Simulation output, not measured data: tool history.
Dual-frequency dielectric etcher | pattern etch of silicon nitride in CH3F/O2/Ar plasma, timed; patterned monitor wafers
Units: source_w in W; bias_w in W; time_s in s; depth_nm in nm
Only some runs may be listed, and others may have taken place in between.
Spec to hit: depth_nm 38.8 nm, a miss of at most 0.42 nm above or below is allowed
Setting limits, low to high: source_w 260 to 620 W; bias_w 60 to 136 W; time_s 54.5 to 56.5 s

| run | day | source_w | bias_w | time_s | depth_nm |
|---|---|---|---|---|---|
| 1 | 0 | 440 | 98 | 54.5 | 43.183 |
| 2 | 0.238 | 400 | 97 | 54.5 | 41.583 |
| 3 | 0.362 | 380 | 97 | 54.5 | 40.769 |
| 4 | 0.429 | 380 | 114 | 54.5 | 43.603 |
| 5 | 0.558 | 350 | 113 | 54.5 | 42.382 |
| 6 | 0.904 | 420 | 113 | 54.5 | 45.261 |
|  | 0.929 | wet clean of the chamber |
| 7 | 0.929 | 370 | 112 | 54.5 | 41.105 |
| 8 | 1.071 | 360 | 112 | 54.5 | 40.677 |
| 9 | 1.388 | 300 | 111 | 54.5 | 38.203 |

Which single option among these 4 for the next run brings every result within its allowed miss of target? Just one does.
| A | 1.704 | 300 | 109 | 56 | ? |
| B | 1.704 | 260 | 118 | 55 | ? |
| C | 1.704 | 280 | 110 | 55 | ? |
| D | 1.704 | 320 | 113 | 55 | ? |

| move | depth_nm |
|---|---|
| A | 38.924 |
| B | 37.733 |
| C | 37.512 |
| D | 39.665 |
A: all results in spec
B: moves away from the targets compared with the last run
C: moves away from the targets compared with the last run
D: pushes the last run's worst result past its target
Go with A: it meets all targets.
